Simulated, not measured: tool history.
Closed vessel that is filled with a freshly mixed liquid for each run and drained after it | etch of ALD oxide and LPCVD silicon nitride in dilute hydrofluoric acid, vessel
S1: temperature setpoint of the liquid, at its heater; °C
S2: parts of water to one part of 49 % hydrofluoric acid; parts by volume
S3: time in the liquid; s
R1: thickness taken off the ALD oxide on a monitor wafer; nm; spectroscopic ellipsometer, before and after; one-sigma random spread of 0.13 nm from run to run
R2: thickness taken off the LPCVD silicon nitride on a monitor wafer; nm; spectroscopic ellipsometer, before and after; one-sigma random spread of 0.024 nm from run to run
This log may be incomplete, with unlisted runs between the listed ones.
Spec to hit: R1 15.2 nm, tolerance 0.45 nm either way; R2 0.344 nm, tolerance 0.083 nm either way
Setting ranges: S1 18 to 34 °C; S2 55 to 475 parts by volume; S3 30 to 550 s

Run 1, day 0: S1 26 °C, S2 265 parts by volume, S3 280 s. Result: R1 29.719 nm, R2 0.57558 nm.
Run 2, day 0.067: S1 25 °C, S2 290 parts by volume, S3 280 s. Result: R1 25.702 nm, R2 0.53251 nm.
Run 3, day 0.158: S1 27.5 °C, S2 290 parts by volume, S3 280 s. Result: R1 28.354 nm, R2 0.60321 nm.
Run 4, day 0.512: S1 26 °C, S2 305 parts by volume, S3 280 s. Result: R1 24.838 nm, R2 0.54136 nm.
Run 5, day 0.662: S1 24.5 °C, S2 315 parts by volume, S3 280 s. Result: R1 22.463 nm, R2 0.39463 nm.
Run 6, day 1.046: S1 23 °C, S2 315 parts by volume, S3 280 s. Result: R1 21.277 nm, R2 0.4101 nm.
Run 7, day 1.279: S1 22.5 °C, S2 325 parts by volume, S3 280 s. Result: R1 19.895 nm, R2 0.3842 nm.
Run 8, day 1.6: S1 22 °C, S2 335 parts by volume, S3 280 s. Result: R1 19.072 nm, R2 0.38208 nm.
Run 9, day 1.667: S1 21.5 °C, S2 345 parts by volume, S3 280 s. Result: R1 18.271 nm, R2 0.34888 nm.

Which single option among these 5 for the next run brings every result within its allowed miss of target? Just one does.
Run A, day 1.733: S1 25.5 °C, S2 475 parts by volume, S3 295 s. Result: R1 ?, R2 ?.
Run B, day 1.733: S1 23.5 °C, S2 440 parts by volume, S3 305 s. Result: R1 ?, R2 ?.
Run C, day 1.733: S1 24 °C, S2 335 parts by volume, S3 230 s. Result: R1 ?, R2 ?.
Run D, day 1.733: S1 22.5 °C, S2 395 parts by volume, S3 295 s. Result: R1 ?, R2 ?.
Run E, day 1.733: S1 23.5 °C, S2 370 parts by volume, S3 260 s. Result: R1 ?, R2 ?.

move      R1       R2
   A  14.123  0.36176
   B  15.251  0.35949
   C   16.88   0.3657
   D  16.529  0.36431
   E  16.446  0.36361
A: moves the result that the last run missed by most past its target, out the other side
B: hits every target within its allowed miss
C: better than the last run, though not everything is in spec
D: better than the last run, though not everything is in spec
E: better than the last run, though not everything is in spec
The right move is B.

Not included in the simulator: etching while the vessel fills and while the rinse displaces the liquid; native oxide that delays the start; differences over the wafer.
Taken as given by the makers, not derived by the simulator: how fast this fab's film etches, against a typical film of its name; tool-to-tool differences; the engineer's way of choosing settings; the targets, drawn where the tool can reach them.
